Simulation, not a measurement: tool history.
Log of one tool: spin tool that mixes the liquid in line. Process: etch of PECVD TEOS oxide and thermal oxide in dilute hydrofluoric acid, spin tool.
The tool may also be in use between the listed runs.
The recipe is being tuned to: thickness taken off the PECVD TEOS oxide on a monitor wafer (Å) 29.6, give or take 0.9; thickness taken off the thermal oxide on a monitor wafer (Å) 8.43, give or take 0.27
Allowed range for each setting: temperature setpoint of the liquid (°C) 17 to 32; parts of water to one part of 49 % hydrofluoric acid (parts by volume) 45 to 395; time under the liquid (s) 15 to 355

run,hour,temperature setpoint of the liquid (°C),parts of water to one part of 49 % hydrofluoric acid (parts by volume),time under the liquid (s),thickness taken off the PECVD TEOS oxide on a monitor wafer (Å),thickness taken off the thermal oxide on a monitor wafer (Å)
1,0,24,220,180,112.97,32.415
2,2.9,26.5,220,180,124.32,35.47
3,10.1,26.5,220,135,94.054,26.744
4,14,26.5,220,70,48.757,14.135
5,20.1,24.5,225,70,43.857,12.489
6,25.6,26.5,225,70,47.151,13.447
7,28.5,24.5,230,70,42.304,12.17
8,34.5,20.5,255,70,32.325,9.1776
9,40.1,20,255,70,32.555,9.0506
10,42.5,19.5,260,70,30.831,8.8083

Below are 4 possible settings for the next run. Only one of them brings all results inside the allowed miss of their targets. Which is it?
A,44.9,17.5,375,110,?,?
B,44.9,18,230,65,?,?
C,44.9,17.5,290,90,?,?
D,44.9,21,355,95,?,?

move,thickness taken off the PECVD TEOS oxide on a monitor wafer (Å),thickness taken off the thermal oxide on a monitor wafer (Å)
A,27.545,8.0177
B,30.585,8.9026
C,31.256,9.0979
D,28.948,8.4259
A: pushes the last run's worst result past its target
B: moves away from the targets compared with the last run
C: moves away from the targets compared with the last run
D: each result inside its tolerance
The right move is D.
